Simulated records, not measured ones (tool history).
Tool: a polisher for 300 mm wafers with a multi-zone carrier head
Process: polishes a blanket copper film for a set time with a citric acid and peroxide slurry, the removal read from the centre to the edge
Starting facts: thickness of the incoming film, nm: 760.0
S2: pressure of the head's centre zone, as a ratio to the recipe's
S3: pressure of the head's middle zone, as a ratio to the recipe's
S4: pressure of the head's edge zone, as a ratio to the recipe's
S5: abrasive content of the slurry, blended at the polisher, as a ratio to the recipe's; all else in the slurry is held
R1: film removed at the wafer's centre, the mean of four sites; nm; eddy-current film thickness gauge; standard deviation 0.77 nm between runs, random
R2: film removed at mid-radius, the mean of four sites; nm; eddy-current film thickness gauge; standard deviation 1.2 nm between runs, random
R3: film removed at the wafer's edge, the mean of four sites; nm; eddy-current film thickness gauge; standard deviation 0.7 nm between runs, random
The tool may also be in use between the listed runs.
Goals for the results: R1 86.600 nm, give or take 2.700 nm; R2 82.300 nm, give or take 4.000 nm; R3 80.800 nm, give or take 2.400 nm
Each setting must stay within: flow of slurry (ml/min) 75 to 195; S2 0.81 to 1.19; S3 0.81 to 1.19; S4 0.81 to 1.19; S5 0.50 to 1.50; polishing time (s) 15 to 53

Run 1, hour 0.0: flow of slurry (ml/min) 125, S2 1.00, S3 1.00, S4 1.00, S5 1.00, polishing time (s) 34. Result: R1 95.788 nm, R2 100.440 nm, R3 96.422 nm.
Run 2, hour 3.8: flow of slurry (ml/min) 125, S2 1.00, S3 0.95, S4 1.00, S5 1.00, polishing time (s) 34. Result: R1 94.770 nm, R2 94.793 nm, R3 96.421 nm.
Run 3, hour 7.9: flow of slurry (ml/min) 125, S2 1.00, S3 0.95, S4 1.09, S5 1.00, polishing time (s) 34. Result: R1 95.053 nm, R2 93.892 nm, R3 100.300 nm.
Run 4, hour 9.0: flow of slurry (ml/min) 115, S2 1.01, S3 0.95, S4 1.03, S5 0.90, polishing time (s) 34. Result: R1 92.157 nm, R2 91.351 nm, R3 92.967 nm.
Run 5, hour 15.4: flow of slurry (ml/min) 115, S2 1.01, S3 0.87, S4 1.03, S5 0.90, polishing time (s) 34. Result: R1 92.643 nm, R2 83.774 nm, R3 94.768 nm.
Run 6, hour 18.3: flow of slurry (ml/min) 115, S2 1.01, S3 0.93, S4 1.03, S5 0.90, polishing time (s) 34. Result: R1 92.981 nm, R2 88.795 nm, R3 92.878 nm.
Run 7, hour 19.9: flow of slurry (ml/min) 105, S2 1.01, S3 0.93, S4 1.01, S5 0.85, polishing time (s) 34. Result: R1 89.321 nm, R2 87.837 nm, R3 90.988 nm.
Run 8, hour 21.8: flow of slurry (ml/min) 100, S2 1.02, S3 0.93, S4 0.98, S5 0.80, polishing time (s) 34. Result: R1 89.465 nm, R2 84.639 nm, R3 87.329 nm.
Run 9, hour 28.4: flow of slurry (ml/min) 95, S2 1.02, S3 0.94, S4 0.96, S5 0.80, polishing time (s) 34. Result: R1 86.749 nm, R2 83.614 nm, R3 86.257 nm.
Run 10, hour 35.5: flow of slurry (ml/min) 95, S2 1.02, S3 0.94, S4 0.96, S5 0.80, polishing time (s) 34. Result: R1 88.104 nm, R2 85.029 nm, R3 88.161 nm.
Run 11, hour 44.3: flow of slurry (ml/min) 95, S2 1.03, S3 0.95, S4 0.95, S5 0.75, polishing time (s) 34. Result: R1 86.054 nm, R2 82.498 nm, R3 84.104 nm.
Run 12, hour 44.9: flow of slurry (ml/min) 95, S2 1.04, S3 0.96, S4 0.94, S5 0.75, polishing time (s) 34. Result: R1 88.661 nm, R2 85.138 nm, R3 84.737 nm.
Run 13, hour 53.2: flow of slurry (ml/min) 80, S2 1.05, S3 0.95, S4 0.89, S5 0.70, polishing time (s) 34. Result: R1 84.145 nm, R2 78.221 nm, R3 79.010 nm.

Next run, 5 choices. One meets every target within its allowed miss, the rest don't. Which?
Run A, hour 61.5: flow of slurry (ml/min) 75, S2 1.06, S3 0.86, S4 0.92, S5 0.75, polishing time (s) 34. Result: R1 ?, R2 ?, R3 ?.
Run B, hour 61.5: flow of slurry (ml/min) 75, S2 1.06, S3 0.95, S4 0.86, S5 0.50, polishing time (s) 38. Result: R1 ?, R2 ?, R3 ?.
Run C, hour 61.5: flow of slurry (ml/min) 80, S2 1.05, S3 0.98, S4 0.87, S5 0.75, polishing time (s) 33. Result: R1 ?, R2 ?, R3 ?.
Run D, hour 61.5: flow of slurry (ml/min) 100, S2 1.02, S3 1.15, S4 0.88, S5 0.80, polishing time (s) 31. Result: R1 ?, R2 ?, R3 ?.
Run E, hour 61.5: flow of slurry (ml/min) 120, S2 1.01, S3 1.10, S4 0.82, S5 0.70, polishing time (s) 31. Result: R1 ?, R2 ?, R3 ?.

move      R1      R2      R3
   A  83.140  72.438  79.581
   B  86.140  81.474  79.807
   C  81.742  79.850  76.077
   D  80.895  92.270  75.457
   E  81.780  90.167  73.332
A: misses by more than the last run did
B: in spec on every target
C: brings the last run's worst result on target, with another outside its allowed miss
D: the result that was furthest off in the last run now lies on the other side of its target
E: the result that was furthest off in the last run now lies on the other side of its target
B is the move that brings every result within its allowed miss.

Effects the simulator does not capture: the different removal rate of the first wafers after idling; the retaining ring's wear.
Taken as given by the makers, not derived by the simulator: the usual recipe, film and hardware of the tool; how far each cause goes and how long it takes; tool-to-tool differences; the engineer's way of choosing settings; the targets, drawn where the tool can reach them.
